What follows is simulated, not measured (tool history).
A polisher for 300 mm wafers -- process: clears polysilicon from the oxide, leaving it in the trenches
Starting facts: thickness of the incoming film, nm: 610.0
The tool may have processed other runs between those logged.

run    day  flow of slurry (ml/min)  pressure of the wafer on the pad (psi)  speed of the pad under the wafer (m/s)  overpolish time after the end point (s)  time until the end point was called (s)  dishing of a wide line in a test structure (angstrom)
  1  0.000                      285                                     2.2                                    1.24                                       25                                   48.750                                                 751.71
  2  0.104                      285                                     2.2                                    1.24                                       21                                   46.678                                                 751.79
  3  0.333                      285                                     2.1                                    1.24                                       18                                   48.704                                                 724.58
  4  0.479                      285                                     1.6                                    1.24                                       18                                   61.176                                                 684.96
  5  0.729                      250                                     1.6                                    1.24                                       18                                   62.484                                                 701.59
  6  0.908                      295                                     1.6                                    1.28                                       16                                   61.207                                                 676.70
  7  0.983                      330                                     1.7                                    1.34                                       14                                   55.562                                                 650.08

For run 8, what comes out?
  8  1.146                      340                                     1.8                                    1.36                                       13                                        ?                                                      ?

time until the end point was called (s): 50.022
dishing of a wide line in a test structure (angstrom): 651.41

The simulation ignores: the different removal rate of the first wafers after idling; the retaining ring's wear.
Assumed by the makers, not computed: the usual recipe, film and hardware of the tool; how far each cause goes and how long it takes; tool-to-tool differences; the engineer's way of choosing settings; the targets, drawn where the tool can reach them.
